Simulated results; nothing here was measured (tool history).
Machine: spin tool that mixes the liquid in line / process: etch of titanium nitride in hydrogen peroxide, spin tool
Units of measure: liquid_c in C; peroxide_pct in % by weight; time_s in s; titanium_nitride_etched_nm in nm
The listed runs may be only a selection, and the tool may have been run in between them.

run,hour,liquid_c,peroxide_pct,time_s,titanium_nitride_etched_nm
1,0,46,23,70,3.9669
2,5.3,40,23,70,2.5506
3,11.5,40,25.5,70,2.5944
4,15.4,35,25.5,70,1.7661
5,18.1,36.5,25.5,70,2.0032
6,24.8,37.5,25.5,70,2.1411
7,30.2,38.5,25.5,70,2.3324
8,38.5,39,25.5,70,2.3983
9,40.8,39.5,25.5,70,2.5017
10,49.4,40,25.5,70,2.5696

Run 11 comes next. What will it give?
11,52.5,40.5,25.5,70,?

titanium_nitride_etched_nm: 2.6802 nm

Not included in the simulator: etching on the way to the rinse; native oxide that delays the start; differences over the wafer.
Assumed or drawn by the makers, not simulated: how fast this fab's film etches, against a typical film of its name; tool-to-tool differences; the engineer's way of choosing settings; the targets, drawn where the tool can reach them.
